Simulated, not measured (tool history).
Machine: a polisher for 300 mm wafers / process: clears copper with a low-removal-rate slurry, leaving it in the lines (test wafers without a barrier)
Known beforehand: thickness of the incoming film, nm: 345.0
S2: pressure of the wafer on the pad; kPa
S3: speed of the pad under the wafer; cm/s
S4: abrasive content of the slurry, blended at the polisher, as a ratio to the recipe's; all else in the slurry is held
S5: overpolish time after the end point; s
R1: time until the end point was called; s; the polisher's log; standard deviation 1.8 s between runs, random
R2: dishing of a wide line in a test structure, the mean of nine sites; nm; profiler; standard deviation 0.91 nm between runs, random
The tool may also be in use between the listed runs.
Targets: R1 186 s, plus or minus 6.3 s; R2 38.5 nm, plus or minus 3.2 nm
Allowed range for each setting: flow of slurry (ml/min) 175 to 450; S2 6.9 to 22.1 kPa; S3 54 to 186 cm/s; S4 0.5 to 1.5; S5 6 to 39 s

{"run": 1, "day": 0.0, "flow of slurry (ml/min)": 290, "S2": 14.5, "S3": 118, "S4": 1, "S5": 20, "R1": 152.11, "R2": 34.808}
{"run": 2, "day": 0.062, "flow of slurry (ml/min)": 290, "S2": 14.5, "S3": 118, "S4": 0.85, "S5": 20, "R1": 154.92, "R2": 32.872}
{"run": 3, "day": 0.196, "flow of slurry (ml/min)": 260, "S2": 14.5, "S3": 118, "S4": 0.85, "S5": 20, "R1": 158.34, "R2": 31.807}
{"run": 4, "day": 0.233, "flow of slurry (ml/min)": 260, "S2": 15.9, "S3": 118, "S4": 0.85, "S5": 20, "R1": 144.65, "R2": 35.449}
{"run": 5, "day": 0.608, "flow of slurry (ml/min)": 260, "S2": 15.9, "S3": 118, "S4": 0.85, "S5": 12, "R1": 144.59, "R2": 21.782}
{"run": 6, "day": 0.983, "flow of slurry (ml/min)": 290, "S2": 15.9, "S3": 118, "S4": 0.85, "S5": 12, "R1": 143.26, "R2": 21.774}
{"run": 7, "day": 1.292, "flow of slurry (ml/min)": 290, "S2": 15.9, "S3": 118, "S4": 0.85, "S5": 12, "R1": 143.57, "R2": 23.29}
{"run": 8, "day": 1.642, "flow of slurry (ml/min)": 295, "S2": 14.5, "S3": 118, "S4": 0.9, "S5": 16, "R1": 155.27, "R2": 26.928}
{"run": 9, "day": 1.842, "flow of slurry (ml/min)": 300, "S2": 13.8, "S3": 118, "S4": 0.95, "S5": 19, "R1": 163.69, "R2": 29.997}
{"run": 10, "day": 2.142, "flow of slurry (ml/min)": 305, "S2": 13.1, "S3": 118, "S4": 0.95, "S5": 21, "R1": 167.97, "R2": 32.221}
{"run": 11, "day": 2.246, "flow of slurry (ml/min)": 310, "S2": 12.4, "S3": 118, "S4": 0.95, "S5": 23, "R1": 175.42, "R2": 32.442}
{"run": 12, "day": 2.562, "flow of slurry (ml/min)": 310, "S2": 12.4, "S3": 118, "S4": 1, "S5": 24, "R1": 178.86, "R2": 34.06}
{"run": 13, "day": 2.808, "flow of slurry (ml/min)": 310, "S2": 12.4, "S3": 118, "S4": 1, "S5": 25, "R1": 174.54, "R2": 36.399}
{"run": 14, "day": 3.067, "flow of slurry (ml/min)": 310, "S2": 12.4, "S3": 118, "S4": 1, "S5": 26, "R1": 172.1, "R2": 36.942}
{"run": 15, "day": 3.179, "flow of slurry (ml/min)": 300, "S2": 12.4, "S3": 118, "S4": 1, "S5": 27, "R1": 174.72, "R2": 38.827}

Which single option among these 4 for the next run brings every result within its allowed miss of target? Just one does.
{"run": "A", "day": 3.292, "flow of slurry (ml/min)": 375, "S2": 10.3, "S3": 138, "S4": 0.75, "S5": 31, "R1": "?", "R2": "?"}
{"run": "B", "day": 3.292, "flow of slurry (ml/min)": 275, "S2": 13.1, "S3": 120, "S4": 0.9, "S5": 30, "R1": "?", "R2": "?"}
{"run": "C", "day": 3.292, "flow of slurry (ml/min)": 285, "S2": 11.7, "S3": 126, "S4": 1.05, "S5": 20, "R1": "?", "R2": "?"}
{"run": "D", "day": 3.292, "flow of slurry (ml/min)": 245, "S2": 11.7, "S3": 106, "S4": 1.2, "S5": 36, "R1": "?", "R2": "?"}

move=A R1=188.1 R2=40.932
move=B R1=168.16 R2=44.53
move=C R1=171.91 R2=30.565
move=D R1=199.34 R2=44.606
A: all results land within tolerance of their targets
B: its largest miss is bigger than the last run's
C: its largest miss is bigger than the last run's
D: takes the result that was furthest off past its target
Move A is the one to make.
